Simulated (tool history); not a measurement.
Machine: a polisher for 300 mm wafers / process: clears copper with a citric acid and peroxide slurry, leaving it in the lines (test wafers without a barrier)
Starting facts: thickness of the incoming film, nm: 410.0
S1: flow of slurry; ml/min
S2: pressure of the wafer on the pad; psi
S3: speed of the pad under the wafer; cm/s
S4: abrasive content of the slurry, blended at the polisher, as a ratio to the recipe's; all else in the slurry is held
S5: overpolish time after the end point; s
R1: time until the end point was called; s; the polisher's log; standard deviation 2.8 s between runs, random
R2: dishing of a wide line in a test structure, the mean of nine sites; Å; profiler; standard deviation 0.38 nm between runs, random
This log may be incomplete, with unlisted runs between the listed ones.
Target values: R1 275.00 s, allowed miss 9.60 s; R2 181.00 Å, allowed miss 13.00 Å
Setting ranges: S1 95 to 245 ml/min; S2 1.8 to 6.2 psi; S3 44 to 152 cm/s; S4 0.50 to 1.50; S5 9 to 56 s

run 1 hour=0.0 | S1=155 S2=4.0 S3=98 S4=1.00 S5=29 | R1=141.59 R2=452.17
run 2 hour=5.5 | S1=120 S2=4.0 S3=98 S4=1.00 S5=29 | R1=156.02 R2=422.94
run 3 hour=12.6 | S1=120 S2=3.7 S3=98 S4=1.00 S5=26 | R1=166.73 R2=374.13
run 4 hour=21.7 | S1=120 S2=3.4 S3=98 S4=1.00 S5=24 | R1=179.80 R2=330.65
run 5 hour=30.0 | S1=120 S2=3.2 S3=98 S4=1.00 S5=23 | R1=187.74 R2=309.13
run 6 hour=32.8 | S1=120 S2=3.0 S3=98 S4=1.00 S5=22 | R1=200.20 R2=265.26
run 7 hour=35.2 | S1=120 S2=2.8 S3=98 S4=1.00 S5=22 | R1=215.72 R2=270.53
run 8 hour=40.0 | S1=120 S2=2.8 S3=98 S4=1.00 S5=22 | R1=214.37 R2=263.78
run 9 hour=48.8 | S1=120 S2=1.8 S3=96 S4=1.00 S5=13 | R1=335.77 R2=112.21
run 10 hour=50.1 | S1=120 S2=1.9 S3=96 S4=1.00 S5=14 | R1=317.04 R2=126.32
run 11 hour=55.3 | S1=120 S2=2.0 S3=96 S4=1.00 S5=15 | R1=298.65 R2=142.68
run 12 hour=62.2 | S1=120 S2=2.0 S3=96 S4=1.00 S5=16 | R1=292.21 R2=151.40
run 13 hour=63.9 | S1=115 S2=2.1 S3=96 S4=1.00 S5=18 | R1=291.99 R2=171.32

Exercise: of the 4 proposed moves below, exactly one satisfies all targets within the stated allowed misses. Which move is it?
run A hour=65.6 | S1=115 S2=2.4 S3=84 S4=1.25 S5=18 | R1=? R2=?
run B hour=65.6 | S1=95 S2=2.2 S3=106 S4=1.00 S5=24 | R1=? R2=?
run C hour=65.6 | S1=105 S2=2.3 S3=106 S4=0.95 S5=20 | R1=? R2=?
run D hour=65.6 | S1=105 S2=2.3 S3=100 S4=1.05 S5=21 | R1=? R2=?

move=A R1=274.75 R2=179.04
move=B R1=270.63 R2=231.48
move=C R1=253.62 R2=209.92
move=D R1=261.15 R2=213.49
A: hits every target within its allowed miss
B: corrects the largest miss of the last run, while another result sits out of spec
C: pushes the last run's worst result past its target
D: pushes the last run's worst result past its target
Answer: A

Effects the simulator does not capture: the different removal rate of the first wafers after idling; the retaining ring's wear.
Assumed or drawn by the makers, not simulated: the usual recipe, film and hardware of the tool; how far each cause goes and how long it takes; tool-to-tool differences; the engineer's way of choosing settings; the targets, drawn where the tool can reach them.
